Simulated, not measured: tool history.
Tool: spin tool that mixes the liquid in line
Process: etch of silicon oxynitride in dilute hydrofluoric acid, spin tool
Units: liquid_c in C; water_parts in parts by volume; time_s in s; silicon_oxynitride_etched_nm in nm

run	hour	liquid_c	water_parts	time_s	silicon_oxynitride_etched_nm
1	0	25	70	265	5.9481
2	3.6	25	80	265	5.204
3	6.4	25	80	285	5.622
4	12.3	27	80	285	6.0738
5	21.2	28.5	80	285	6.6053
6	25	28.5	70	285	7.5301
7	28	28	70	285	7.4012
8	32.4	27.5	70	285	7.2861
9	37	27.5	70	285	7.2264

Run 10 comes next. What will it give?
10	45.4	27	70	285	?

Run 10 gave silicon_oxynitride_etched_nm 7.1232 nm.
